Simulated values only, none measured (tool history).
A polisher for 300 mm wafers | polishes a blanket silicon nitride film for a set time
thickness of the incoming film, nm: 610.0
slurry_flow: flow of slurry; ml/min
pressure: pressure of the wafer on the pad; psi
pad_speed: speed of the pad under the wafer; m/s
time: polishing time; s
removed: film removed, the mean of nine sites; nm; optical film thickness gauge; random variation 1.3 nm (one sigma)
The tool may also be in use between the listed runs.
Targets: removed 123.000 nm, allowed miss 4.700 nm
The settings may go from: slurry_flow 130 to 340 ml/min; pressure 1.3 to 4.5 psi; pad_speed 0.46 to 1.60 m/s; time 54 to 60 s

| run | hour | slurry_flow | pressure | pad_speed | time | removed |
|---|---|---|---|---|---|---|
| 1 | 0.0 | 220 | 2.9 | 1.02 | 60 | 89.180 |
| 2 | 0.8 | 270 | 2.9 | 1.02 | 60 | 90.132 |
| 3 | 4.7 | 270 | 2.9 | 1.02 | 54 | 80.372 |
| 4 | 10.6 | 270 | 3.3 | 1.02 | 54 | 93.367 |
| 5 | 13.1 | 270 | 3.0 | 1.02 | 54 | 83.982 |
| 6 | 18.6 | 270 | 2.5 | 1.02 | 54 | 70.331 |
| 7 | 26.8 | 270 | 3.0 | 1.04 | 54 | 88.046 |
| 8 | 32.2 | 270 | 3.3 | 1.04 | 54 | 94.728 |
| 9 | 38.4 | 270 | 3.5 | 1.04 | 54 | 98.774 |
| 10 | 43.7 | 270 | 3.7 | 1.04 | 54 | 105.750 |
| 11 | 46.0 | 270 | 3.9 | 1.04 | 54 | 111.960 |
| 12 | 50.5 | 270 | 4.0 | 1.04 | 54 | 112.920 |
| 13 | 57.8 | 270 | 4.1 | 1.04 | 54 | 116.450 |

Which of these 5 next moves meets every target?
| A | 65.1 | 245 | 4.0 | 1.02 | 54 | ? |
| B | 65.1 | 300 | 4.4 | 0.72 | 57 | ? |
| C | 65.1 | 235 | 3.9 | 1.10 | 54 | ? |
| D | 65.1 | 285 | 4.0 | 1.10 | 57 | ? |
| E | 65.1 | 240 | 3.9 | 1.10 | 54 | ? |

| move | removed |
|---|---|
| A | 111.120 |
| B | 109.510 |
| C | 112.580 |
| D | 123.990 |
| E | 112.810 |
A: further off than the last run
B: further off than the last run
C: further off than the last run
D: meets every target
E: further off than the last run
Move D is the one to make.

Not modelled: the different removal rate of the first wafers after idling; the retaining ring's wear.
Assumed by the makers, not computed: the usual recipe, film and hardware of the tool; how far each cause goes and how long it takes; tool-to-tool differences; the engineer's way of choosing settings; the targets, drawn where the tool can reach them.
